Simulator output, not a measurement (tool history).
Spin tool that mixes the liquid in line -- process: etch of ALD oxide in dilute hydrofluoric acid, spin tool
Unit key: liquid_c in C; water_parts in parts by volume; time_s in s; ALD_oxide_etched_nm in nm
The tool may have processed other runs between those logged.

| run | hour | liquid_c | water_parts | time_s | ALD_oxide_etched_nm |
|---|---|---|---|---|---|
| 1 | 0 | 23 | 235 | 190 | 17.614 |
| 2 | 7 | 23 | 235 | 190 | 17.89 |
| 3 | 9 | 24 | 215 | 190 | 20.622 |
| 4 | 10.2 | 25 | 200 | 190 | 23.307 |
| 5 | 14.5 | 25 | 200 | 205 | 25.112 |
| 6 | 20.9 | 25.5 | 185 | 205 | 27.905 |
| 7 | 23.8 | 26 | 175 | 205 | 30.486 |
| 8 | 25 | 26.5 | 165 | 205 | 33.593 |
| 9 | 25.9 | 27 | 160 | 205 | 35.402 |
| 10 | 26.8 | 27.5 | 155 | 205 | 37.466 |
| 11 | 28.5 | 28 | 150 | 205 | 39.379 |
| 12 | 30.2 | 28.5 | 145 | 205 | 41.918 |

Estimate the outcome of run 13 from the log above:
| 13 | 33.1 | 29 | 140 | 205 | ? |

ALD_oxide_etched_nm: 44.716 nm
